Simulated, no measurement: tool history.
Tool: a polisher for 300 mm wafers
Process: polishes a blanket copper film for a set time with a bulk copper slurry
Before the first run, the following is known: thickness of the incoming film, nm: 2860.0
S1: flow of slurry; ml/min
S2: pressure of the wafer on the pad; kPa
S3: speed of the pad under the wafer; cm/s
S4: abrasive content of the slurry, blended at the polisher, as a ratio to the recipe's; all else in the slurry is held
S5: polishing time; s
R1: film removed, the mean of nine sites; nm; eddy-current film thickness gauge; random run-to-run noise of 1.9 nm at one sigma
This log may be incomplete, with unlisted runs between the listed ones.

{"run": 1, "hour": 0.0, "S1": 170, "S2": 11.7, "S3": 86, "S4": 1, "S5": 32, "R1": 167.22}
{"run": 2, "hour": 2.9, "S1": 170, "S2": 11.7, "S3": 86, "S4": 1, "S5": 32, "R1": 165.64}
{"run": 3, "hour": 5.8, "S1": 175, "S2": 12.4, "S3": 86, "S4": 1, "S5": 32, "R1": 176.06}
{"run": 4, "hour": 11.0, "S1": 175, "S2": 12.4, "S3": 86, "S4": 0.85, "S5": 32, "R1": 169.87}
{"run": 5, "hour": 19.8, "S1": 175, "S2": 12.4, "S3": 86, "S4": 0.85, "S5": 29, "R1": 150.52}
{"run": 6, "hour": 27.6, "S1": 175, "S2": 13.1, "S3": 86, "S4": 0.85, "S5": 29, "R1": 161.44}
{"run": 7, "hour": 28.2, "S1": 180, "S2": 13.8, "S3": 86, "S4": 0.85, "S5": 29, "R1": 168.23}

Run 8 has not been measured yet. What should we expect?
{"run": 8, "hour": 35.4, "S1": 180, "S2": 14.5, "S3": 86, "S4": 0.85, "S5": 29, "R1": "?"}

R1: 174.94 nm

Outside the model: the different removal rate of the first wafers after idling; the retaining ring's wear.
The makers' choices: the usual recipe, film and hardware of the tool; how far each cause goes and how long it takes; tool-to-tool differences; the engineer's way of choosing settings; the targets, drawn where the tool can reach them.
